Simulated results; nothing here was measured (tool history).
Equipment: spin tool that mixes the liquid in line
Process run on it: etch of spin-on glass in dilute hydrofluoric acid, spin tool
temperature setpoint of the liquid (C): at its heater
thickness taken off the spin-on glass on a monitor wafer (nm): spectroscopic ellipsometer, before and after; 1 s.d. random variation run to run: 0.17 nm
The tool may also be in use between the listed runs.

run,hour,temperature setpoint of the liquid (C),parts of water to one part of 49 % hydrofluoric acid (parts by volume),time under the liquid (s),thickness taken off the spin-on glass on a monitor wafer (nm)
1,0,25,165,45,14.851
2,5.1,25.5,165,45,14.802
3,10.1,27,165,45,15.614
4,13.8,29.5,165,45,17.336
5,20.1,26.5,165,45,15.588
6,25.5,26.5,130,45,20.691
7,26.6,22.5,135,45,16.496

Estimate the outcome of run 8 from the log above:
8,31.9,23,135,45,?

For run 8 the tool returned thickness taken off the spin-on glass on a monitor wafer (nm) 16.992.

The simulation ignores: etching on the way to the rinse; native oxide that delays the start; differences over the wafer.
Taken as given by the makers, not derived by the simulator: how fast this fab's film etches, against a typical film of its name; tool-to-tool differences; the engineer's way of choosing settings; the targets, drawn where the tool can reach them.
